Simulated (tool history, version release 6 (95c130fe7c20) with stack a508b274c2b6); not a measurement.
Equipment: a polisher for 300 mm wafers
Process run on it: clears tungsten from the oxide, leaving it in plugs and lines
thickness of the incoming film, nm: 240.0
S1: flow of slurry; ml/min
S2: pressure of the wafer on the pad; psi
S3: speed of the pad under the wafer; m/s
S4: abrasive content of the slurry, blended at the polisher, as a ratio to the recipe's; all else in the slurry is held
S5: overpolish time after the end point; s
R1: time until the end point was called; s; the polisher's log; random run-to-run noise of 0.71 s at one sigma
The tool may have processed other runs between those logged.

run,hour,S1,S2,S3,S4,S5,R1
1,0.0,165,4.4,1.40,1.00,19,27.745
2,2.1,140,4.4,1.40,1.00,19,28.130
3,6.5,140,4.4,1.40,1.15,19,27.293
4,12.2,140,4.4,1.24,1.15,19,30.406
5,12.8,140,3.6,1.22,1.15,19,37.038
6,17.0,140,4.4,1.22,1.15,19,31.142
7,20.0,140,3.7,1.20,1.15,19,36.715

Estimate the outcome of run 8 from the log above:
8,23.7,135,2.5,1.14,1.15,19,?

R1: 55.822 s

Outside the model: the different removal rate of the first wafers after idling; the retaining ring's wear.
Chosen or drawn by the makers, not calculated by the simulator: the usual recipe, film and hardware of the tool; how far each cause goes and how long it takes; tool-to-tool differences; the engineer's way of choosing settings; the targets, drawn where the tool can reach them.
